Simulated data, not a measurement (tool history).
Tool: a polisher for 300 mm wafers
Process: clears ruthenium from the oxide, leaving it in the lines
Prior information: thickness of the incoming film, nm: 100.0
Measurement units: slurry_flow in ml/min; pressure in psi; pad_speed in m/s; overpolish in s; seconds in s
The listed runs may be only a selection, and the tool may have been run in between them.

run	hour	slurry_flow	pressure	pad_speed	overpolish	seconds
1	0.0	175	2.6	0.96	7	69.888
2	5.6	175	2.6	0.86	7	80.938
3	8.7	175	2.3	0.86	7	89.249
4	15.7	175	2.3	0.86	7	90.053
5	24.3	175	2.1	0.86	7	97.010
6	26.3	175	2.1	0.86	7	102.280
7	29.1	175	2.0	0.86	7	101.860

Expected results for the next run?
8	34.4	175	1.9	0.86	7	?

Run 8 yielded seconds 107.310 s.
